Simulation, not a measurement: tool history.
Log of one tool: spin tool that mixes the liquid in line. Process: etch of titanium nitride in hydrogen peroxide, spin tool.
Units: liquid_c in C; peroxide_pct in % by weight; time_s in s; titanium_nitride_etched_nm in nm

run,hour,liquid_c,peroxide_pct,time_s,titanium_nitride_etched_nm
1,0.0,52.0,22,95,5.5369
2,5.5,55.5,22,95,7.0761
3,8.3,55.5,22,95,6.9487
4,12.0,58.5,22,95,8.7808
5,17.3,55.0,22,95,6.8633
6,23.8,52.0,22,95,5.5588
7,25.4,50.0,22,95,4.8721
8,33.4,48.0,22,95,4.2030
# hour 38.4: new drum of peroxide connected
9,38.4,46.5,22,95,3.6926
10,45.0,45.5,22,95,3.4557
11,45.7,44.5,22,95,3.2097
12,52.7,44.0,22,95,3.1223
13,55.0,43.5,22,95,3.0465
14,62.0,43.0,22,95,2.8674
15,65.7,42.5,22,95,2.7708
16,68.8,42.0,22,95,2.6979

Forecast run 17:
17,72.8,41.5,22,95,?

{"run 17": {"titanium_nitride_etched_nm": 2.5972}}
